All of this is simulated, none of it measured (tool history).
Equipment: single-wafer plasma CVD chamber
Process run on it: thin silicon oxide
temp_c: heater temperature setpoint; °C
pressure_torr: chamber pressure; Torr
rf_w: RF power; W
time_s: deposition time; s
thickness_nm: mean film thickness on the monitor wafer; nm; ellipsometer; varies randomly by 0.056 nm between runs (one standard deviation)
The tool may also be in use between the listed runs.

run 1 hour=0 | temp_c=420 pressure_torr=0.526 rf_w=305 time_s=6.84 | thickness_nm=8.4678
run 2 hour=2.1 | temp_c=420 pressure_torr=0.526 rf_w=305 time_s=6.84 | thickness_nm=8.549
run 3 hour=7.4 | temp_c=420 pressure_torr=0.526 rf_w=305 time_s=6.84 | thickness_nm=8.4381
run 4 hour=15.2 | temp_c=420 pressure_torr=0.563 rf_w=305 time_s=6.84 | thickness_nm=9.0728
run 5 hour=20.6 | temp_c=420 pressure_torr=0.563 rf_w=305 time_s=6.84 | thickness_nm=9.0455
run 6 hour=29 | temp_c=420 pressure_torr=0.563 rf_w=345 time_s=6.84 | thickness_nm=9.3313
run 7 hour=36.8 | temp_c=420 pressure_torr=0.591 rf_w=345 time_s=6.84 | thickness_nm=9.7622
run 8 hour=42.3 | temp_c=420 pressure_torr=0.614 rf_w=345 time_s=6.84 | thickness_nm=10.124
run 9 hour=49 | temp_c=420 pressure_torr=0.633 rf_w=345 time_s=6.84 | thickness_nm=10.476
run 10 hour=52.1 | temp_c=420 pressure_torr=0.647 rf_w=345 time_s=6.84 | thickness_nm=10.794
run 11 hour=58.3 | temp_c=420 pressure_torr=0.656 rf_w=345 time_s=6.84 | thickness_nm=10.827

Predict the results of run 12:
run 12 hour=60.9 | temp_c=420 pressure_torr=0.665 rf_w=345 time_s=6.84 | thickness_nm=?

thickness_nm: 10.947 nm

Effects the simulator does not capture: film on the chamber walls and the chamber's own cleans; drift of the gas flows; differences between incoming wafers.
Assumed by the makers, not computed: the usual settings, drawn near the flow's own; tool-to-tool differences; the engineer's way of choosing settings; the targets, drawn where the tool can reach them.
